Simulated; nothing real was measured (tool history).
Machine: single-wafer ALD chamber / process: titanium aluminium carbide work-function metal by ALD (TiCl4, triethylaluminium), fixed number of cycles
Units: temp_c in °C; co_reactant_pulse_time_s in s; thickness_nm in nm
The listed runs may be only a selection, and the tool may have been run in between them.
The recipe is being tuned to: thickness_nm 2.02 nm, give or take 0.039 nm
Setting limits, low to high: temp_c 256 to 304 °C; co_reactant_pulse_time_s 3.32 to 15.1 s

Run 1, hour 0: temp_c 280 °C, co_reactant_pulse_time_s 9.21 s. Result: thickness_nm 1.8004 nm.
Run 2, hour 0.6: temp_c 280 °C, co_reactant_pulse_time_s 10.51 s. Result: thickness_nm 1.8437 nm.
Run 3, hour 6.1: temp_c 275 °C, co_reactant_pulse_time_s 10.51 s. Result: thickness_nm 1.7799 nm.
Run 4, hour 8.8: temp_c 277 °C, co_reactant_pulse_time_s 10.64 s. Result: thickness_nm 1.8082 nm.
Run 5, hour 12.7: temp_c 277 °C, co_reactant_pulse_time_s 11.96 s. Result: thickness_nm 1.8277 nm.
Run 6, hour 21.4: temp_c 283 °C, co_reactant_pulse_time_s 11.96 s. Result: thickness_nm 1.8686 nm.
Run 7, hour 30: temp_c 285 °C, co_reactant_pulse_time_s 12.17 s. Result: thickness_nm 1.903 nm.
Run 8, hour 35.3: temp_c 286 °C, co_reactant_pulse_time_s 12.29 s. Result: thickness_nm 1.9142 nm.

Of the 5 settings listed for the next run, only one would bring every result within its allowed miss of target. Which one?
Run A, hour 40.6: temp_c 271 °C, co_reactant_pulse_time_s 11.28 s. Result: thickness_nm ?.
Run B, hour 40.6: temp_c 280 °C, co_reactant_pulse_time_s 11.55 s. Result: thickness_nm ?.
Run C, hour 40.6: temp_c 302 °C, co_reactant_pulse_time_s 12.93 s. Result: thickness_nm ?.
Run D, hour 40.6: temp_c 295 °C, co_reactant_pulse_time_s 12.8 s. Result: thickness_nm ?.
Run E, hour 40.6: temp_c 272 °C, co_reactant_pulse_time_s 10.13 s. Result: thickness_nm ?.

move  thickness_nm
   A        1.7633
   B         1.855
   C        2.0893
   D        2.0173
   E        1.7531
A: its largest miss is bigger than the last run's
B: its largest miss is bigger than the last run's
C: takes the biggest miss from the last run beyond its target
D: in spec on every target
E: its largest miss is bigger than the last run's
Move D is the one to make.
